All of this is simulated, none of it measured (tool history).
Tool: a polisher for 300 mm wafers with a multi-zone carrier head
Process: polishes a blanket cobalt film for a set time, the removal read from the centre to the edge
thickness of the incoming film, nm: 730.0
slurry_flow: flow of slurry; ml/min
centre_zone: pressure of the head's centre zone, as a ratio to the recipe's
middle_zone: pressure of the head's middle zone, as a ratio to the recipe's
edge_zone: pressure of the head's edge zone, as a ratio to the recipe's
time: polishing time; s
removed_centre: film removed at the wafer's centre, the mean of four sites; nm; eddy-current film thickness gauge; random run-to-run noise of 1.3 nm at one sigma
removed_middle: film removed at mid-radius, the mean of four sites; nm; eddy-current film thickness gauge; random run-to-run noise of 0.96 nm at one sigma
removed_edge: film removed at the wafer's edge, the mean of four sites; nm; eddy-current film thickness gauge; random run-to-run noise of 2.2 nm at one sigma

run  hour  slurry_flow  centre_zone  middle_zone  edge_zone  time  removed_centre  removed_middle  removed_edge
  1     0          155            1            1          1    31          127.47          113.55         118.1
  2   6.2          155            1            1       1.08    31          125.26          113.66        123.88
  3   8.2          155            1            1       1.14    31          126.82          113.09        125.84
  4   9.7          140            1            1       1.14    31          124.66          110.78        124.13
  5  12.2          140            1            1       1.14    36          141.51          130.51        141.46
  6  20.1          140         1.05            1       1.14    36          153.16          129.38        145.16
  7  22.4          145         1.04         1.01       1.14    36          153.65          132.85        142.55

The next listed run, before its measurement:
  8  27.9          145         1.04         1.01       1.14    36               ?               ?             ?

removed_centre: 151.41 nm
removed_middle: 132.96 nm
removed_edge: 143.8 nm

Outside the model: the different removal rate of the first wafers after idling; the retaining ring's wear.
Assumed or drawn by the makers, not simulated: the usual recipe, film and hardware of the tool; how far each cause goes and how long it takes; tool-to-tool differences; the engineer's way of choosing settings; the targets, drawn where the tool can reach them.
